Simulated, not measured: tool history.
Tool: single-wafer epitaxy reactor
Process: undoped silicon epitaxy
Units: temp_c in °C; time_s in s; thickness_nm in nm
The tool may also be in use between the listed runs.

{"run": 1, "hour": 0.0, "temp_c": 630, "time_s": 368, "thickness_nm": 38.884}
{"run": 2, "hour": 8.6, "temp_c": 636, "time_s": 368, "thickness_nm": 45.244}
{"run": 3, "hour": 16.1, "temp_c": 636, "time_s": 325, "thickness_nm": 40.411}
{"run": 4, "hour": 22.9, "temp_c": 636, "time_s": 367, "thickness_nm": 45.365}
{"run": 5, "hour": 29.2, "temp_c": 641, "time_s": 367, "thickness_nm": 51.563}
{"run": 6, "hour": 32.8, "temp_c": 641, "time_s": 339, "thickness_nm": 47.814}
{"run": 7, "hour": 34.8, "temp_c": 636, "time_s": 338, "thickness_nm": 41.966}
{"run": 8, "hour": 43.9, "temp_c": 632, "time_s": 337, "thickness_nm": 37.817}
{"run": 9, "hour": 49.8, "temp_c": 628, "time_s": 336, "thickness_nm": 33.873}
{"run": 10, "hour": 56.6, "temp_c": 628, "time_s": 336, "thickness_nm": 33.819}
{"run": 11, "hour": 64.8, "temp_c": 616, "time_s": 309, "thickness_nm": 22.38}
{"run": 12, "hour": 68.8, "temp_c": 615, "time_s": 309, "thickness_nm": 21.936}

Forecast run 13:
{"run": 13, "hour": 77.1, "temp_c": 609, "time_s": 307, "thickness_nm": "?"}

{"run 13": {"thickness_nm": 18.657}}

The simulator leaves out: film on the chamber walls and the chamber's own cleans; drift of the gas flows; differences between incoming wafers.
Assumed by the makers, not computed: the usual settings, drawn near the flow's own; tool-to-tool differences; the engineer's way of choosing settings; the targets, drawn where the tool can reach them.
